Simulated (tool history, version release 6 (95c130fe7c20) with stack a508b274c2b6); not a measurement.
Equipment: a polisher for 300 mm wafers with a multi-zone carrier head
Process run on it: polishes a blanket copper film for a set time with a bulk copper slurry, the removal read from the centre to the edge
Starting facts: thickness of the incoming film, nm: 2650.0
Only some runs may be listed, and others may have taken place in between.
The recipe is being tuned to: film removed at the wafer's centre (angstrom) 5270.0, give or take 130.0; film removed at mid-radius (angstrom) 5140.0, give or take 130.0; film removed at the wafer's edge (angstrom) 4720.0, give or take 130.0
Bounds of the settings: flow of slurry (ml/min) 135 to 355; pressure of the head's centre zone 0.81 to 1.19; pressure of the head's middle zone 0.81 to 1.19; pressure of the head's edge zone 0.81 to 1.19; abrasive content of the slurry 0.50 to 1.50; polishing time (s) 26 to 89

run	day	flow of slurry (ml/min)	pressure of the head's centre zone	pressure of the head's middle zone	pressure of the head's edge zone	abrasive content of the slurry	polishing time (s)	film removed at the wafer's centre (angstrom)	film removed at mid-radius (angstrom)	film removed at the wafer's edge (angstrom)
1	0.000	225	1.00	1.00	1.00	1.00	57	5795.1	5541.8	5280.1
2	0.179	210	0.99	0.99	0.97	1.00	57	5743.9	5282.5	5277.8
3	0.462	215	0.99	1.01	0.95	0.90	57	5706.9	5383.9	5124.6
4	0.488	210	0.98	1.02	0.93	0.85	57	5496.6	5395.7	5020.1
5	0.550	210	0.98	1.10	0.93	0.85	57	5555.4	5703.9	5039.0
6	0.588	210	0.98	1.10	0.86	0.85	57	5556.5	5757.6	4863.9
7	0.892	210	0.98	1.10	0.86	0.85	57	5535.7	5768.4	4847.7
8	0.958	200	0.98	1.08	0.86	0.85	57	5489.5	5614.5	4801.6
9	1.112	190	0.98	1.06	0.87	0.85	57	5507.9	5424.0	4831.4
10	1.317	180	0.97	1.06	0.87	0.85	57	5352.4	5373.4	4739.5
11	1.588	175	0.97	1.05	0.88	0.85	57	5257.7	5367.3	4743.3
12	1.779	175	0.97	1.04	0.88	0.85	57	5307.8	5280.3	4748.2

Pick the move, out of 4, that brings all results within their allowed miss; only one does.
A	1.971	135	0.96	1.08	0.84	0.65	63	?	?	?
B	1.971	185	0.99	1.04	0.92	0.90	54	?	?	?
C	1.971	205	0.93	1.03	0.90	0.60	57	?	?	?
D	1.971	155	0.96	1.16	0.88	0.80	58	?	?	?

move	film removed at the wafer's centre (angstrom)	film removed at mid-radius (angstrom)	film removed at the wafer's edge (angstrom)
A	5276.5	5534.9	4773.1
B	5251.1	5124.9	4665.1
C	5048.4	5194.3	4697.9
D	5178.9	5746.1	4706.2
A: further off than the last run
B: every result lands within tolerance
C: brings the last run's worst result on target, with another outside its allowed miss
D: further off than the last run
The right move is B.

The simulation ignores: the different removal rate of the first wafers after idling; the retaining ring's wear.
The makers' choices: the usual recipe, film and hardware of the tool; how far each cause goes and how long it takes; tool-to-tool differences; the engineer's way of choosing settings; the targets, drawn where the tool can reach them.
